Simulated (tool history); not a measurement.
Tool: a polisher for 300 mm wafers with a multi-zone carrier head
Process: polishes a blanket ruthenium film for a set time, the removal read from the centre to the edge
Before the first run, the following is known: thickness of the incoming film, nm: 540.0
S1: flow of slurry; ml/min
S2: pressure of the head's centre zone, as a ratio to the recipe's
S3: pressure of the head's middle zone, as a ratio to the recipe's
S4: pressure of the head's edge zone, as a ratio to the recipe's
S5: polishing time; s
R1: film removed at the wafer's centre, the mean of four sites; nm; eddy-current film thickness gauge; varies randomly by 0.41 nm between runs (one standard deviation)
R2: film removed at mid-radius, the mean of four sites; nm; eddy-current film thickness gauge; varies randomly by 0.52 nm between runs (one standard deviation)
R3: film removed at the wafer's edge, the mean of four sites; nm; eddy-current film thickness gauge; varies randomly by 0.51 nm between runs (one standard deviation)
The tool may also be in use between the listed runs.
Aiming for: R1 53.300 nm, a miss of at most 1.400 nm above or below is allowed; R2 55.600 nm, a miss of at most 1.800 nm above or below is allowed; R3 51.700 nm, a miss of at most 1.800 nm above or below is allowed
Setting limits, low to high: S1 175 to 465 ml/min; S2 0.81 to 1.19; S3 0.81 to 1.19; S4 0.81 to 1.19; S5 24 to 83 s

run 1 day=0.000 | S1=295 S2=1.00 S3=1.00 S4=1.00 S5=53 | R1=42.614 R2=40.910 R3=40.630
run 2 day=0.275 | S1=305 S2=1.01 S3=1.03 S4=1.03 S5=55 | R1=45.045 R2=44.579 R3=43.495
run 3 day=0.542 | S1=260 S2=1.01 S3=1.03 S4=1.03 S5=55 | R1=44.094 R2=43.153 R3=42.434
run 4 day=0.775 | S1=285 S2=1.03 S3=1.06 S4=1.06 S5=56 | R1=45.696 R2=45.445 R3=43.997
run 5 day=1.121 | S1=260 S2=1.03 S3=1.06 S4=1.06 S5=56 | R1=45.772 R2=44.771 R3=43.795
run 6 day=1.354 | S1=215 S2=1.03 S3=1.06 S4=1.06 S5=56 | R1=45.255 R2=44.557 R3=42.855
run 7 day=1.383 | S1=235 S2=1.04 S3=1.09 S4=1.09 S5=57 | R1=47.155 R2=46.469 R3=44.794
run 8 day=1.629 | S1=255 S2=1.04 S3=1.11 S4=1.11 S5=58 | R1=47.446 R2=48.560 R3=46.775
run 9 day=1.721 | S1=310 S2=1.14 S3=1.19 S4=1.17 S5=61 | R1=55.174 R2=55.326 R3=50.382
run 10 day=2.058 | S1=310 S2=1.14 S3=1.19 S4=1.17 S5=61 | R1=55.753 R2=55.612 R3=50.355

Which single option among these 5 for the next run brings every result within its allowed miss of target? Just one does.
run A day=2.396 | S1=305 S2=1.14 S3=1.09 S4=1.18 S5=64 | R1=? R2=? R3=?
run B day=2.396 | S1=355 S2=1.08 S3=1.19 S4=1.19 S5=61 | R1=? R2=? R3=?
run C day=2.396 | S1=410 S2=1.15 S3=1.09 S4=1.15 S5=63 | R1=? R2=? R3=?
run D day=2.396 | S1=360 S2=1.15 S3=1.19 S4=1.02 S5=59 | R1=? R2=? R3=?
run E day=2.396 | S1=290 S2=1.09 S3=1.19 S4=1.02 S5=62 | R1=? R2=? R3=?

move=A R1=58.975 R2=53.159 R3=53.229
move=B R1=53.947 R2=55.290 R3=51.320
move=C R1=59.957 R2=53.454 R3=52.608
move=D R1=55.645 R2=53.523 R3=46.244
move=E R1=54.403 R2=55.340 R3=47.987
A: its largest miss is bigger than the last run's
B: each result inside its tolerance
C: its largest miss is bigger than the last run's
D: its largest miss is bigger than the last run's
E: puts the biggest miss on target and leaves a different result outside tolerance
So the answer is move B, the one that meets all the targets.
